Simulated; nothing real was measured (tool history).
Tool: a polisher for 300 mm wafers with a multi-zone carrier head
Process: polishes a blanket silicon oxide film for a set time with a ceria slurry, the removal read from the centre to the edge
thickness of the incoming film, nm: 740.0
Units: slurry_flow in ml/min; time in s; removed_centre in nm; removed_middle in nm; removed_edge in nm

run 1 hour=0.0 | slurry_flow=125 centre_zone=1.00 middle_zone=1.00 edge_zone=1.00 time=49 | removed_centre=261.00 removed_middle=267.68 removed_edge=257.75
run 2 hour=8.2 | slurry_flow=125 centre_zone=1.00 middle_zone=0.95 edge_zone=1.00 time=49 | removed_centre=257.18 removed_middle=252.72 removed_edge=259.76
run 3 hour=13.0 | slurry_flow=125 centre_zone=1.00 middle_zone=0.95 edge_zone=1.00 time=45 | removed_centre=236.74 removed_middle=233.50 removed_edge=242.45
run 4 hour=19.6 | slurry_flow=125 centre_zone=1.00 middle_zone=0.95 edge_zone=1.00 time=39 | removed_centre=201.30 removed_middle=204.92 removed_edge=205.85
run 5 hour=21.9 | slurry_flow=130 centre_zone=1.02 middle_zone=0.94 edge_zone=1.02 time=40 | removed_centre=219.90 removed_middle=207.06 removed_edge=213.76
run 6 hour=29.0 | slurry_flow=150 centre_zone=1.02 middle_zone=0.94 edge_zone=1.02 time=40 | removed_centre=224.26 removed_middle=217.83 removed_edge=215.51
run 7 hour=30.3 | slurry_flow=150 centre_zone=1.03 middle_zone=0.93 edge_zone=1.03 time=41 | removed_centre=241.42 removed_middle=221.19 removed_edge=223.19
run 8 hour=37.5 | slurry_flow=150 centre_zone=1.03 middle_zone=0.93 edge_zone=1.03 time=41 | removed_centre=236.25 removed_middle=216.65 removed_edge=224.97
run 9 hour=41.4 | slurry_flow=155 centre_zone=1.03 middle_zone=0.93 edge_zone=1.05 time=42 | removed_centre=234.45 removed_middle=225.62 removed_edge=232.13
run 10 hour=50.0 | slurry_flow=155 centre_zone=1.04 middle_zone=0.92 edge_zone=1.06 time=43 | removed_centre=247.80 removed_middle=228.09 removed_edge=244.93
run 11 hour=52.8 | slurry_flow=160 centre_zone=1.05 middle_zone=0.92 edge_zone=1.07 time=43 | removed_centre=255.22 removed_middle=231.28 removed_edge=245.24

Forecast run 12:
run 12 hour=55.3 | slurry_flow=160 centre_zone=1.06 middle_zone=0.92 edge_zone=1.08 time=43 | removed_centre=? removed_middle=? removed_edge=?

Run 12 gave removed_centre 255.15 nm, removed_middle 230.16 nm, removed_edge 241.56 nm.

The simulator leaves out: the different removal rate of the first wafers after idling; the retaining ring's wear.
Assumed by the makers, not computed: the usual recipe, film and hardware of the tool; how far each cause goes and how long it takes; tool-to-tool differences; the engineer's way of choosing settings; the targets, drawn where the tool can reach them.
